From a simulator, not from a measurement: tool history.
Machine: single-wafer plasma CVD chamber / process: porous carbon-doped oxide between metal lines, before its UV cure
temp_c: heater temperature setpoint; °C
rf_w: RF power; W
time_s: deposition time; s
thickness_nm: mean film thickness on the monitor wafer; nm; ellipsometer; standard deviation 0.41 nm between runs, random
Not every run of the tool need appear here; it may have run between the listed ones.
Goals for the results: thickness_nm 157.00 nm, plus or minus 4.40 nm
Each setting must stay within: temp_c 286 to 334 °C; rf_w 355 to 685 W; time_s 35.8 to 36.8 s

run  hour  temp_c  rf_w  time_s  thickness_nm
  1   0.0     310   520    35.8        178.62
  2   1.3     310   520    35.8        178.47
  3   2.4     310   480    35.8        169.05
  4   3.6     310   480    35.8        168.29
  5  11.6     312   475    35.8        165.37
  6  12.1     307   475    35.8        170.97
  7  18.2     309   470    35.8        167.08
  8  19.2     311   465    35.8        165.00
  9  22.4     312   460    35.8        163.36

Which single option among these 4 for the next run brings every result within its allowed miss of target? Just one does.
  A  25.6     310   455    36.8             ?
  B  25.6     324   520    36.8             ?
  C  25.6     311   450    36.8             ?
  D  25.6     313   445    35.8             ?

move  thickness_nm
   A        167.37
   B        172.10
   C        165.10
   D        157.79
A: further off than the last run
B: further off than the last run
C: further off than the last run
D: all results land within tolerance of their targets
Correct choice: D, which meets every target
